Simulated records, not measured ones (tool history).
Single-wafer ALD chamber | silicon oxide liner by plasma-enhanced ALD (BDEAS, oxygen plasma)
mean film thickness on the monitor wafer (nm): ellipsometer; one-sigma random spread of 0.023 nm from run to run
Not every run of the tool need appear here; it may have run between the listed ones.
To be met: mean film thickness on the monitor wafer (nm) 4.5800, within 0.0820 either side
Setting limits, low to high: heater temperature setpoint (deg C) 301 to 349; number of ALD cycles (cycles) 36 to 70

run	hour	heater temperature setpoint (deg C)	number of ALD cycles (cycles)	mean film thickness on the monitor wafer (nm)
1	0.0	325	53	5.0831
2	0.6	325	59	5.6841
3	3.3	325	64	6.2084
4	4.5	326	59	5.6666
5	6.6	322	59	5.7252
6	8.7	322	62	6.0197
7	10.0	327	54	5.1988
8	15.2	327	54	5.1597
9	24.1	328	52	4.9524
10	30.9	330	51	4.8462
11	39.9	332	50	4.8015

Which one of the following 4 next-run settings gets every result inside its allowed miss? There is exactly one.
A	48.9	345	51	?
B	48.9	332	46	?
C	48.9	327	48	?
D	48.9	336	51	?

move	mean film thickness on the monitor wafer (nm)
A	4.7352
B	4.3644
C	4.5916
D	4.8069
A: closes in on the targets versus the last run, not all within tolerance yet
B: takes the biggest miss from the last run beyond its target
C: all results in spec
D: as far off as the last run
Move C is the one to make.
